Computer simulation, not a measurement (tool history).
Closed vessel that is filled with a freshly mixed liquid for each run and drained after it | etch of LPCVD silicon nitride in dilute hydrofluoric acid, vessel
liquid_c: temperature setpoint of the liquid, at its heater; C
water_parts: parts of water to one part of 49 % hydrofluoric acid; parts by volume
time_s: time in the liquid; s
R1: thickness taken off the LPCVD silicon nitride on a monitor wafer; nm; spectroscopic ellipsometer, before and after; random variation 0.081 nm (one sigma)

{"run": 1, "day": 0.0, "liquid_c": 25.0, "water_parts": 50, "time_s": 1910, "R1": 20.201}
{"run": 2, "day": 0.229, "liquid_c": 25.0, "water_parts": 45, "time_s": 1910, "R1": 22.382}
{"run": 3, "day": 0.442, "liquid_c": 24.5, "water_parts": 45, "time_s": 1910, "R1": 21.79}
{"run": 4, "day": 0.575, "liquid_c": 24.5, "water_parts": 45, "time_s": 2055, "R1": 23.235}
{"run": 5, "day": 0.821, "liquid_c": 24.5, "water_parts": 45, "time_s": 2055, "R1": 23.226}
{"run": 6, "day": 0.879, "liquid_c": 24.0, "water_parts": 45, "time_s": 2055, "R1": 22.331}
{"run": 7, "day": 1.104, "liquid_c": 23.5, "water_parts": 45, "time_s": 2055, "R1": 21.659}
{"run": 8, "day": 1.367, "liquid_c": 23.0, "water_parts": 45, "time_s": 2055, "R1": 21.111}
{"run": 9, "day": 1.646, "liquid_c": 22.5, "water_parts": 45, "time_s": 2055, "R1": 20.401}

The next listed run, before its measurement:
{"run": 10, "day": 1.917, "liquid_c": 22.0, "water_parts": 45, "time_s": 2055, "R1": "?"}

R1: 19.704 nm
